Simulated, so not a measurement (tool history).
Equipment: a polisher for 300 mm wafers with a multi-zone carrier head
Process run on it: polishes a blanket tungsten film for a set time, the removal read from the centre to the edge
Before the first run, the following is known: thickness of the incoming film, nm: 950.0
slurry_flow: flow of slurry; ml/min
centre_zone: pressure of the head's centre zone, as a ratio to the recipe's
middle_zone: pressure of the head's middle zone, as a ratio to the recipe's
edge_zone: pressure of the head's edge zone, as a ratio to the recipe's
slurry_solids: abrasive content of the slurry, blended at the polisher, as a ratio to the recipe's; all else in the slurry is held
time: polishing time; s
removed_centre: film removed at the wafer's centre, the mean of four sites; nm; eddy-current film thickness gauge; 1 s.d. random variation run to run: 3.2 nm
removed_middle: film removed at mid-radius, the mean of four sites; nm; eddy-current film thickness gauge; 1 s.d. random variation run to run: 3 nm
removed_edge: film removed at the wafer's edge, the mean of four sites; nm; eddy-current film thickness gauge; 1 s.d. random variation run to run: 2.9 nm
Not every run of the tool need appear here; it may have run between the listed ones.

run  hour  slurry_flow  centre_zone  middle_zone  edge_zone  slurry_solids  time  removed_centre  removed_middle  removed_edge
  1     0          190            1            1          1              1    64          344.28          345.76        341.89
  2   4.3          170            1            1          1              1    64          332.72          346.89        340.93
  3   9.3          165         0.98         0.99       0.97            0.9    64          323.94          329.36        328.39
  4  16.1          165         0.98         0.99       0.97            0.9    54          270.39          273.98        279.15
  5    17          190         0.98         0.99       0.97            0.9    54          273.58          276.77        281.53
  6  21.7          190         1.03         0.99       0.97            0.9    54           294.2          284.88        275.94

Predict the results of run 7:
  7  24.1          185         1.01         1.01       0.98            0.9    54               ?               ?             ?

{"run 7": {"removed_centre": 278.16, "removed_middle": 286.17, "removed_edge": 274.65}}

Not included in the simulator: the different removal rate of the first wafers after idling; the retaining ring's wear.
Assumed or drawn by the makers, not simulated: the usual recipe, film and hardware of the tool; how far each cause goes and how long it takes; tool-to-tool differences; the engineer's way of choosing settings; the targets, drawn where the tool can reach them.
